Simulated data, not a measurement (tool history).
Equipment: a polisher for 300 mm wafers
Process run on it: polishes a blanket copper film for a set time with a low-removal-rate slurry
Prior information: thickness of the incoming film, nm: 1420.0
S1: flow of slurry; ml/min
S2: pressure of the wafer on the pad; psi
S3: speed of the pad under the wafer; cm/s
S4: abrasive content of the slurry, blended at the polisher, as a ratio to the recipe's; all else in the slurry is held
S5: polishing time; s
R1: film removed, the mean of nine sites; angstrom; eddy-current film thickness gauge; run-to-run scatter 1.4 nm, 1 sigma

{"run": 1, "hour": 0.0, "S1": 290, "S2": 3.2, "S3": 126, "S4": 1, "S5": 55, "R1": 2198.5}
{"run": 2, "hour": 5.5, "S1": 290, "S2": 3, "S3": 126, "S4": 1, "S5": 55, "R1": 2090.9}
{"run": 3, "hour": 13.4, "S1": 290, "S2": 2.8, "S3": 126, "S4": 1, "S5": 55, "R1": 1967.1}
{"run": 4, "hour": 21.4, "S1": 290, "S2": 3.5, "S3": 126, "S4": 1, "S5": 55, "R1": 2378.5}
{"run": 5, "hour": 22.6, "S1": 290, "S2": 3.5, "S3": 126, "S4": 1, "S5": 49, "R1": 2164.3}
{"run": 6, "hour": 25.2, "S1": 290, "S2": 3.5, "S3": 104, "S4": 1, "S5": 49, "R1": 1752.3}
{"run": 7, "hour": 31.6, "S1": 290, "S2": 3.4, "S3": 104, "S4": 1, "S5": 49, "R1": 1718.3}
{"run": 8, "hour": 38.5, "S1": 290, "S2": 3.3, "S3": 104, "S4": 1, "S5": 49, "R1": 1655.3}
{"run": 9, "hour": 44.1, "S1": 290, "S2": 3.2, "S3": 104, "S4": 1, "S5": 49, "R1": 1645.7}

What does the tool deliver on the next run?
{"run": 10, "hour": 50.5, "S1": 290, "S2": 3.1, "S3": 104, "S4": 1, "S5": 49, "R1": "?"}

{"run 10": {"R1": 1566.5}}
